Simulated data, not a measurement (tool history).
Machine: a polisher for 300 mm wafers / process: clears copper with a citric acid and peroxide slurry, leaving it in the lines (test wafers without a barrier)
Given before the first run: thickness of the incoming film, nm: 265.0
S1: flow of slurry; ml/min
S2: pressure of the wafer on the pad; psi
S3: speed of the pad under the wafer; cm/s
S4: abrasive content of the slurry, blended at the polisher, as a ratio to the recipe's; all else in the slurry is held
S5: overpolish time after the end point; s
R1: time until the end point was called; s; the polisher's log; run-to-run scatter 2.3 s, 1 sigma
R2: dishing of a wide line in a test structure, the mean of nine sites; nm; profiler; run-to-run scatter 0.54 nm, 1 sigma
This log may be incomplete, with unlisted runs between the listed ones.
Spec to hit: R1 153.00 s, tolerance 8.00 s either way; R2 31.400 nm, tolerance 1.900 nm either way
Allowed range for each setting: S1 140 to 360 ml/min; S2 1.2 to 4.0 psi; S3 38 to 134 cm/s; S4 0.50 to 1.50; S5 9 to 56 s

run    day   S1   S2  S3    S4  S5      R1      R2
  1  0.000  230  2.6  86  1.00  29  109.61  30.555
  2  0.196  230  2.3  86  1.00  33  117.65  31.701
  3  0.362  230  2.3  86  0.80  33  117.65  32.122
  4  0.425  175  2.3  86  0.80  33  127.03  30.739
  5  0.746  175  2.3  86  0.80  24  126.21  24.437
  6  0.929  170  2.1  84  0.80  29  139.62  25.766
  7  0.975  165  2.0  84  0.80  33  142.45  26.885
  8  1.292  160  2.0  82  0.80  36  145.01  29.385

Exactly one of the 5 candidate moves below puts every result within its allowed miss. Which one?
  A  1.608  185  1.8  76  0.95  35   ?   ?
  B  1.608  140  1.7  86  0.85  43   ?   ?
  C  1.608  140  1.3  98  1.15  31   ?   ?
  D  1.608  280  2.2  78  0.90  37   ?   ?
  E  1.608  160  2.3  82  0.75  36   ?   ?

move      R1      R2
   A  160.29  27.279
   B  157.28  31.455
   C  150.94  25.903
   D  133.76  31.937
   E  137.90  30.822
A: moves away from the targets compared with the last run
B: meets every target
C: moves away from the targets compared with the last run
D: corrects the largest miss of the last run, while another result sits out of spec
E: corrects the largest miss of the last run, while another result sits out of spec
The right move is B.
